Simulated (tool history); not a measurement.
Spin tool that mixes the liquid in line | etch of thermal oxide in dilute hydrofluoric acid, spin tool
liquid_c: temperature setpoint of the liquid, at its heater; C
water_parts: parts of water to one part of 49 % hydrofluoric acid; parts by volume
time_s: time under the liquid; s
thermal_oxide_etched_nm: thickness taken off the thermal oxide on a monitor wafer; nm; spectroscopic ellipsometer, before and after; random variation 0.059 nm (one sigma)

Run 1, hour 0: liquid_c 21 C, water_parts 45 parts by volume, time_s 85 s. Result: thermal_oxide_etched_nm 8.2483 nm.
Run 2, hour 6.1: liquid_c 23 C, water_parts 45 parts by volume, time_s 85 s. Result: thermal_oxide_etched_nm 9.2001 nm.
Run 3, hour 7.7: liquid_c 23 C, water_parts 45 parts by volume, time_s 70 s. Result: thermal_oxide_etched_nm 7.4178 nm.
Run 4, hour 12.8: liquid_c 23 C, water_parts 45 parts by volume, time_s 70 s. Result: thermal_oxide_etched_nm 7.4666 nm.
Run 5, hour 14.7: liquid_c 24.5 C, water_parts 45 parts by volume, time_s 70 s. Result: thermal_oxide_etched_nm 7.8181 nm.
Run 6, hour 20.9: liquid_c 25.5 C, water_parts 45 parts by volume, time_s 70 s. Result: thermal_oxide_etched_nm 8.2079 nm.

Run 7 comes next. What will it give?
Run 7, hour 28: liquid_c 26.5 C, water_parts 45 parts by volume, time_s 70 s. Result: thermal_oxide_etched_nm ?.

thermal_oxide_etched_nm: 8.632 nm
